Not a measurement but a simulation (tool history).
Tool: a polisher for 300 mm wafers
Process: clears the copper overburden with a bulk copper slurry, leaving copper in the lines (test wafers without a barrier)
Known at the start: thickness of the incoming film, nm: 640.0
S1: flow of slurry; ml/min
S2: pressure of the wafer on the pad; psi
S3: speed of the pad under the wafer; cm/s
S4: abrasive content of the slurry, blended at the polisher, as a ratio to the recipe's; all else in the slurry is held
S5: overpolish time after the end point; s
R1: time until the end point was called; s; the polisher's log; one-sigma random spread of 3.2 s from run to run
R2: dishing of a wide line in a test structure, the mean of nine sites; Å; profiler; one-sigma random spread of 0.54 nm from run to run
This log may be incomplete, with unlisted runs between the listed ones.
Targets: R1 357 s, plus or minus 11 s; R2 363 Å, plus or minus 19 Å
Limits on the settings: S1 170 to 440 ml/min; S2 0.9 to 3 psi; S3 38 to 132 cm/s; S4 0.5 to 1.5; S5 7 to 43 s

{"run": 1, "hour": 0.0, "S1": 280, "S2": 1.9, "S3": 84, "S4": 1, "S5": 22, "R1": 124.6, "R2": 722.08}
{"run": 2, "hour": 1.2, "S1": 280, "S2": 1.8, "S3": 78, "S4": 1, "S5": 22, "R1": 141.19, "R2": 656.64}
{"run": 3, "hour": 2.8, "S1": 280, "S2": 1.8, "S3": 78, "S4": 1, "S5": 29, "R1": 140.18, "R2": 802.11}
{"run": 4, "hour": 11.2, "S1": 280, "S2": 1.8, "S3": 78, "S4": 1, "S5": 21, "R1": 140.12, "R2": 639.51}
{"run": 5, "hour": 15.6, "S1": 280, "S2": 1.8, "S3": 78, "S4": 1, "S5": 28, "R1": 138.87, "R2": 774.63}
{"run": 6, "hour": 19.2, "S1": 280, "S2": 1.7, "S3": 74, "S4": 1, "S5": 28, "R1": 156.25, "R2": 730.66}
{"run": 7, "hour": 27.6, "S1": 280, "S2": 1.6, "S3": 70, "S4": 1, "S5": 27, "R1": 173.91, "R2": 664.42}
{"run": 8, "hour": 36.2, "S1": 280, "S2": 1.5, "S3": 68, "S4": 1, "S5": 26, "R1": 184.49, "R2": 600.98}
{"run": 9, "hour": 42.4, "S1": 280, "S2": 1.4, "S3": 64, "S4": 1, "S5": 26, "R1": 211.15, "R2": 549.97}
{"run": 10, "hour": 44.2, "S1": 280, "S2": 1.3, "S3": 62, "S4": 1, "S5": 26, "R1": 231.14, "R2": 518.05}
{"run": 11, "hour": 47.7, "S1": 280, "S2": 1.3, "S3": 60, "S4": 1, "S5": 26, "R1": 238.83, "R2": 498.48}
{"run": 12, "hour": 56.6, "S1": 280, "S2": 1.3, "S3": 58, "S4": 1, "S5": 26, "R1": 247.29, "R2": 485.06}
{"run": 13, "hour": 57.4, "S1": 280, "S2": 1.3, "S3": 56, "S4": 1, "S5": 26, "R1": 254.22, "R2": 476.67}
{"run": 14, "hour": 58.7, "S1": 275, "S2": 1.1, "S3": 52, "S4": 1, "S5": 26, "R1": 309.91, "R2": 396.13}
{"run": 15, "hour": 63.2, "S1": 265, "S2": 1.1, "S3": 52, "S4": 1, "S5": 26, "R1": 315.53, "R2": 393.25}

4 candidate next runs follow, results not yet known. Just one meets every target within its allowed miss. Identify it.
{"run": "A", "hour": 67.7, "S1": 300, "S2": 1.1, "S3": 46, "S4": 0.9, "S5": 27, "R1": "?", "R2": "?"}
{"run": "B", "hour": 67.7, "S1": 300, "S2": 1.1, "S3": 48, "S4": 1, "S5": 29, "R1": "?", "R2": "?"}
{"run": "C", "hour": 67.7, "S1": 230, "S2": 1.5, "S3": 38, "S4": 1.15, "S5": 21, "R1": "?", "R2": "?"}
{"run": "D", "hour": 67.7, "S1": 180, "S2": 0.9, "S3": 52, "S4": 0.9, "S5": 29, "R1": "?", "R2": "?"}

move=A R1=355.55 R2=367.74
move=B R1=337.02 R2=406.62
move=C R1=326.99 R2=326.52
move=D R1=389.32 R2=356.27
A: in spec on every target
B: gains on the last run, yet a result remains outside its allowed miss
C: gains on the last run, yet a result remains outside its allowed miss
D: the result that was furthest off in the last run now lies on the other side of its target
Answer: A

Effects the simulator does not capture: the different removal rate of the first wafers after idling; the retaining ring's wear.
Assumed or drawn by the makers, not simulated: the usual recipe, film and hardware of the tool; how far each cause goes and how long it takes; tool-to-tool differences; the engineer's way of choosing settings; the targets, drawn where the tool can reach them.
